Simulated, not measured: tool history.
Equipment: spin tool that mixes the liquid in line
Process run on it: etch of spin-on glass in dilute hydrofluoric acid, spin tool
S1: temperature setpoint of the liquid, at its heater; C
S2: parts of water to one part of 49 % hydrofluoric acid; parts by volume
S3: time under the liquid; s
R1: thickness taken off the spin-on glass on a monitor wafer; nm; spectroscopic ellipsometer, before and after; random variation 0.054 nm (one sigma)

run,hour,S1,S2,S3,R1
1,0,25,285,90,6.6316
2,7.6,25,360,90,4.9062
3,11.4,26.5,320,90,6.033
4,15.8,26.5,255,90,8.07
5,21.9,26.5,255,90,8.1129
6,25.9,28,245,90,8.9587
7,31.3,29,235,90,9.7882

Expected results for the next run?
8,36.3,30,230,90,?

{"run 8": {"R1": 10.407}}
